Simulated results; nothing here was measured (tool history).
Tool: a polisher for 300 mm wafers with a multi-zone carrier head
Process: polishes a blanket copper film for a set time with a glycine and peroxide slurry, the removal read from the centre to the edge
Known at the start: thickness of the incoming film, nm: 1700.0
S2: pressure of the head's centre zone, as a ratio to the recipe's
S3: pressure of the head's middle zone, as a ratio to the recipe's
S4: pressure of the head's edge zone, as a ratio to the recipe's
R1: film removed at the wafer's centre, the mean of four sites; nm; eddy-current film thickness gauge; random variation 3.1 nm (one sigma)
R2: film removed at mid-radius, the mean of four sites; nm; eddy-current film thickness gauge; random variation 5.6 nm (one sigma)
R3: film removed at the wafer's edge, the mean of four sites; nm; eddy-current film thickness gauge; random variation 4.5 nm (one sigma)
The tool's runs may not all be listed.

Run 1, hour 0: flow of slurry (ml/min) 175, S2 1, S3 1, S4 1, polishing time (s) 61. Result: R1 266.55 nm, R2 261.62 nm, R3 276.23 nm.
Run 2, hour 4.7: flow of slurry (ml/min) 175, S2 1, S3 1.04, S4 1, polishing time (s) 61. Result: R1 264.3 nm, R2 267.78 nm, R3 271.6 nm.
Run 3, hour 7.2: flow of slurry (ml/min) 180, S2 0.99, S3 1.03, S4 1.04, polishing time (s) 67. Result: R1 291.51 nm, R2 299.84 nm, R3 301.24 nm.
Run 4, hour 13.4: flow of slurry (ml/min) 175, S2 0.97, S3 0.99, S4 1.06, polishing time (s) 73. Result: R1 309.45 nm, R2 320.77 nm, R3 328.34 nm.
Run 5, hour 15: flow of slurry (ml/min) 175, S2 1.04, S3 0.99, S4 1.06, polishing time (s) 73. Result: R1 325.77 nm, R2 316.97 nm, R3 336.22 nm.
Run 6, hour 21.2: flow of slurry (ml/min) 170, S2 1.03, S3 0.96, S4 1.09, polishing time (s) 78. Result: R1 350.91 nm, R2 330.93 nm, R3 359.52 nm.
Run 7, hour 29.6: flow of slurry (ml/min) 175, S2 0.99, S3 0.93, S4 1.11, polishing time (s) 82. Result: R1 349.11 nm, R2 346.41 nm, R3 382.21 nm.
Run 8, hour 32.6: flow of slurry (ml/min) 185, S2 0.99, S3 0.92, S4 1.13, polishing time (s) 84. Result: R1 359.02 nm, R2 361.07 nm, R3 395.02 nm.
Run 9, hour 40.5: flow of slurry (ml/min) 180, S2 0.99, S3 0.91, S4 1.14, polishing time (s) 86. Result: R1 372.12 nm, R2 362.96 nm, R3 402.03 nm.
Run 10, hour 47.3: flow of slurry (ml/min) 185, S2 0.98, S3 0.89, S4 1.15, polishing time (s) 88. Result: R1 379.61 nm, R2 372.61 nm, R3 421.24 nm.
Run 11, hour 50.9: flow of slurry (ml/min) 190, S2 0.98, S3 0.88, S4 1.16, polishing time (s) 89. Result: R1 382.46 nm, R2 362.68 nm, R3 425.19 nm.
Run 12, hour 52.9: flow of slurry (ml/min) 190, S2 0.98, S3 0.88, S4 1.16, polishing time (s) 89. Result: R1 379.68 nm, R2 367.09 nm, R3 426.59 nm.
Run 13, hour 56: flow of slurry (ml/min) 195, S2 0.98, S3 0.88, S4 1.17, polishing time (s) 90. Result: R1 390.5 nm, R2 370.44 nm, R3 442.76 nm.
Run 14, hour 63.5: flow of slurry (ml/min) 195, S2 0.98, S3 0.9, S4 1.17, polishing time (s) 90. Result: R1 391.25 nm, R2 378.02 nm, R3 435.94 nm.

Forecast run 15:
Run 15, hour 71.4: flow of slurry (ml/min) 195, S2 0.97, S3 0.9, S4 1.17, polishing time (s) 91. Result: R1 ?, R2 ?, R3 ?.

{"run 15": {"R1": 391.29, "R2": 380.69, "R3": 447.69}}
